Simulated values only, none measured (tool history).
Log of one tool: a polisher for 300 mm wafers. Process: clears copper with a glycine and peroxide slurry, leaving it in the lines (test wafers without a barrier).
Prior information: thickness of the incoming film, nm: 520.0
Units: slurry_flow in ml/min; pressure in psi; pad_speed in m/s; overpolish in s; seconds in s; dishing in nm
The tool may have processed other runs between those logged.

run 1 hour=0.0 | slurry_flow=240 pressure=2.4 pad_speed=1.22 overpolish=13 | seconds=90.797 dishing=47.164
run 2 hour=4.5 | slurry_flow=235 pressure=2.4 pad_speed=1.26 overpolish=12 | seconds=88.654 dishing=45.048
run 3 hour=12.9 | slurry_flow=255 pressure=2.4 pad_speed=1.26 overpolish=12 | seconds=87.910 dishing=44.242
run 4 hour=17.2 | slurry_flow=265 pressure=2.4 pad_speed=1.30 overpolish=11 | seconds=84.433 dishing=43.070
run 5 hour=22.5 | slurry_flow=265 pressure=2.2 pad_speed=1.30 overpolish=11 | seconds=92.044 dishing=40.155
run 6 hour=25.5 | slurry_flow=275 pressure=2.2 pad_speed=1.34 overpolish=10 | seconds=89.341 dishing=38.058
run 7 hour=32.7 | slurry_flow=285 pressure=2.2 pad_speed=1.38 overpolish=9 | seconds=85.907 dishing=36.287
run 8 hour=37.7 | slurry_flow=295 pressure=2.2 pad_speed=1.42 overpolish=8 | seconds=82.503 dishing=33.804
run 9 hour=43.9 | slurry_flow=365 pressure=2.3 pad_speed=1.76 overpolish=4 | seconds=64.819 dishing=22.322
run 10 hour=48.0 | slurry_flow=355 pressure=2.3 pad_speed=1.76 overpolish=4 | seconds=64.669 dishing=22.333
run 11 hour=50.6 | slurry_flow=345 pressure=2.3 pad_speed=1.76 overpolish=4 | seconds=65.743 dishing=22.129
run 12 hour=51.4 | slurry_flow=345 pressure=2.4 pad_speed=1.74 overpolish=4 | seconds=65.568 dishing=22.461
run 13 hour=52.7 | slurry_flow=340 pressure=2.5 pad_speed=1.74 overpolish=4 | seconds=62.128 dishing=23.784
run 14 hour=57.3 | slurry_flow=335 pressure=2.5 pad_speed=1.74 overpolish=4 | seconds=61.750 dishing=23.312
run 15 hour=65.6 | slurry_flow=335 pressure=2.5 pad_speed=1.72 overpolish=4 | seconds=61.374 dishing=22.893
run 16 hour=69.8 | slurry_flow=330 pressure=2.7 pad_speed=1.66 overpolish=6 | seconds=61.192 dishing=34.500
run 17 hour=76.0 | slurry_flow=325 pressure=2.7 pad_speed=1.68 overpolish=6 | seconds=59.519 dishing=34.215
run 18 hour=84.0 | slurry_flow=325 pressure=2.7 pad_speed=1.70 overpolish=6 | seconds=58.810 dishing=35.336

Run 19 is up next; what results do you expect?
-- hour=92.7 slurry nozzle cleaned
run 19 hour=92.7 | slurry_flow=325 pressure=2.7 pad_speed=1.72 overpolish=6 | seconds=? dishing=?

{"run 19": {"seconds": 54.542, "dishing": 36.323}}
